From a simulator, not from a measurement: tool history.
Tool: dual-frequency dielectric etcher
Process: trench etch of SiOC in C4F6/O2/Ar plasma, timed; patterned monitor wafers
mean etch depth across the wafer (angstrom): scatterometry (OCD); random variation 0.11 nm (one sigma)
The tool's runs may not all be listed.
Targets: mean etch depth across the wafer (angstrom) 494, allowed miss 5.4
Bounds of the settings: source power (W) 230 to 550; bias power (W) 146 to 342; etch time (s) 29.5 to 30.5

run,day,source power (W),bias power (W),etch time (s),mean etch depth across the wafer (angstrom)
1,0,390,244,29.5,638.37
2,0.238,330,244,29.5,596.77
3,0.317,330,244,30.5,617.65
4,0.504,310,227,30.5,589.43
5,0.55,310,206,30.5,569.63
6,0.812,310,206,30.5,573.03
7,1.125,290,197,30.5,549.79
8,1.383,280,191,30.5,539.13
9,1.508,230,160,30.5,471.71
10,1.692,240,160,30.5,481.8

Which of these 4 next moves meets every target?
A,1.875,270,167,29.5,?
B,1.875,230,150,30.5,?
C,1.875,240,149,30.5,?
D,1.875,240,153,30.5,?

move,mean etch depth across the wafer (angstrom)
A,492.77
B,463.83
C,470.62
D,474.29
A: meets every target
B: further off than the last run
C: further off than the last run
D: further off than the last run
The right move is A.

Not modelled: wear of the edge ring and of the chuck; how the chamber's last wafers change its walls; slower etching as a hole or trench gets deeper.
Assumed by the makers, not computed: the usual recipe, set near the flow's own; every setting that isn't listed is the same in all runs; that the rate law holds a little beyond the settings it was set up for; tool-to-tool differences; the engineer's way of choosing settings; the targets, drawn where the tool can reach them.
